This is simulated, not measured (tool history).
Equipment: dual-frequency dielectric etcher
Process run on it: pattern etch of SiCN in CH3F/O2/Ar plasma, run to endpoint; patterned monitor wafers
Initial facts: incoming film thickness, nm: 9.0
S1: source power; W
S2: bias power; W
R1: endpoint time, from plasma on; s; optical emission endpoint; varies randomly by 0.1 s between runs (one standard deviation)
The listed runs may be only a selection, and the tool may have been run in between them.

run  hour   S1  S2      R1
  1   0.0  480  79  22.890
  2   1.1  440  77  23.735
  3   3.7  440  90  22.628
  4   7.2  480  90  22.018
  5  11.5  430  85  23.364
  6  17.0  430  74  24.288
  7  21.6  410  73  24.913
  8  26.8  400  72  25.202

For run 9, what comes out?
  9  35.4  350  70   ?

R1: 26.925 s

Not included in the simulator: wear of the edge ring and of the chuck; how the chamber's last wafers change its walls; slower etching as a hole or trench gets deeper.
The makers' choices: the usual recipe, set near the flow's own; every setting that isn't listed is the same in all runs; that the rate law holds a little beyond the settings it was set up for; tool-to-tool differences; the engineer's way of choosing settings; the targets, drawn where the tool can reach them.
